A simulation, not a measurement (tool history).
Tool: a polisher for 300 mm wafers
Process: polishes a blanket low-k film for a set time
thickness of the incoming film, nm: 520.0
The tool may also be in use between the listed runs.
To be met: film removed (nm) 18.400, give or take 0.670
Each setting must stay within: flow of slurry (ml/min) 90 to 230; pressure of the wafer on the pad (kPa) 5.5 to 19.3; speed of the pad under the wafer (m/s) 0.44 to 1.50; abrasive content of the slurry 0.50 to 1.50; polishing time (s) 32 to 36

run,hour,flow of slurry (ml/min),pressure of the wafer on the pad (kPa),speed of the pad under the wafer (m/s),abrasive content of the slurry,polishing time (s),film removed (nm)
1,0.0,150,12.4,0.96,1.00,36,12.504
2,2.5,150,12.4,0.96,1.00,32,11.454
3,6.3,155,13.8,0.96,1.00,32,12.557
4,13.6,155,13.8,0.96,1.00,32,12.267
5,15.3,155,13.8,1.20,1.00,32,14.855
6,21.3,155,14.5,1.20,1.00,32,15.518
7,29.4,155,15.2,1.20,1.00,32,16.520
8,30.2,155,15.9,1.20,1.00,32,17.400

Which one of the following 5 next-run settings gets every result inside its allowed miss? There is exactly one.
A,31.0,145,18.6,1.20,0.70,35,?
B,31.0,165,15.2,1.22,0.85,36,?
C,31.0,165,17.9,1.08,1.00,33,?
D,31.0,135,15.2,1.18,1.00,32,?
E,31.0,165,15.9,1.08,1.00,34,?

move,film removed (nm)
A,15.524
B,16.385
C,18.157
D,15.533
E,16.593
A: moves away from the targets compared with the last run
B: moves away from the targets compared with the last run
C: all results in spec
D: moves away from the targets compared with the last run
E: moves away from the targets compared with the last run
The right move is C.
